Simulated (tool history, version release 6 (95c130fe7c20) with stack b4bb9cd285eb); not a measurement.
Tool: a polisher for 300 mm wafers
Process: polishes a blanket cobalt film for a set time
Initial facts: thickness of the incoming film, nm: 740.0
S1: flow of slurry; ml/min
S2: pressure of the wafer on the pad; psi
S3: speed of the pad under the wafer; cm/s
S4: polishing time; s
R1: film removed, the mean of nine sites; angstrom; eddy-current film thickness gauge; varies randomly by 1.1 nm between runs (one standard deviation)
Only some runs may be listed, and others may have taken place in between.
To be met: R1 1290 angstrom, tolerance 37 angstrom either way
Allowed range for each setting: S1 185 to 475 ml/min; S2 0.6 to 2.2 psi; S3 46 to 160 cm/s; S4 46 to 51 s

| run | hour | S1 | S2 | S3 | S4 | R1 |
|---|---|---|---|---|---|---|
| 1 | 0 | 305 | 1.4 | 102 | 51 | 1926.4 |
| 2 | 1 | 305 | 1.4 | 116 | 51 | 2122.5 |
| 3 | 3 | 305 | 1.5 | 116 | 51 | 2216 |
| 4 | 7.4 | 305 | 1.5 | 116 | 46 | 2040.2 |
| 5 | 14.6 | 305 | 1.5 | 116 | 46 | 2021.4 |
| 6 | 22.9 | 270 | 1.5 | 116 | 46 | 1977.8 |
| 7 | 30.5 | 255 | 1.3 | 116 | 46 | 1764.8 |
| 8 | 37.3 | 245 | 1.2 | 116 | 46 | 1627.1 |
| 9 | 44.7 | 240 | 0.8 | 116 | 46 | 1200 |
| 10 | 49.5 | 250 | 0.8 | 116 | 46 | 1209.9 |
| 11 | 50.4 | 260 | 0.8 | 116 | 46 | 1220.6 |
| 12 | 57.7 | 270 | 0.8 | 116 | 46 | 1233.3 |
| 13 | 61.2 | 285 | 0.9 | 116 | 46 | 1343.4 |
| 14 | 67.9 | 275 | 0.9 | 116 | 46 | 1348.2 |
| 15 | 73.8 | 265 | 0.9 | 116 | 46 | 1334.4 |
| 16 | 82.1 | 260 | 0.9 | 116 | 46 | 1330.9 |
| 17 | 90 | 255 | 0.9 | 116 | 46 | 1333.5 |
| 18 | 91 | 250 | 0.9 | 116 | 46 | 1335.3 |

Which single option among these 4 for the next run brings every result within its allowed miss of target? Just one does.
| A | 92 | 235 | 1 | 120 | 46 | ? |
| B | 92 | 230 | 0.7 | 130 | 46 | ? |
| C | 92 | 260 | 0.9 | 108 | 47 | ? |
| D | 92 | 195 | 1 | 92 | 47 | ? |

| move | R1 |
|---|---|
| A | 1470.3 |
| B | 1215.5 |
| C | 1300 |
| D | 1196.7 |
A: further off than the last run
B: moves the result that the last run missed by most past its target, out the other side
C: all results land within tolerance of their targets
D: moves the result that the last run missed by most past its target, out the other side
The move that meets every target is C.
